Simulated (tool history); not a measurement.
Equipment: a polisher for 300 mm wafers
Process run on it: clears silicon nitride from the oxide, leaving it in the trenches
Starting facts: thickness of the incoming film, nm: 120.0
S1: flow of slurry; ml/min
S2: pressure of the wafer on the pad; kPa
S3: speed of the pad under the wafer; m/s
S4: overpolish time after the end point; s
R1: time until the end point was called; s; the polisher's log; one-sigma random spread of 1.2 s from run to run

run	day	S1	S2	S3	S4	R1
1	0.000	155	22.1	0.94	10	120.620
2	0.204	155	24.1	0.94	10	114.450
3	0.350	155	24.1	0.94	8	114.340
4	0.379	155	21.4	0.94	8	122.800
5	0.746	175	21.4	0.94	8	122.430
6	1.017	175	18.6	0.94	8	132.060
7	1.054	175	22.1	0.96	8	113.670

Forecast run 8:
8	1.208	180	28.3	0.98	8	?

{"run 8": {"R1": 95.556}}

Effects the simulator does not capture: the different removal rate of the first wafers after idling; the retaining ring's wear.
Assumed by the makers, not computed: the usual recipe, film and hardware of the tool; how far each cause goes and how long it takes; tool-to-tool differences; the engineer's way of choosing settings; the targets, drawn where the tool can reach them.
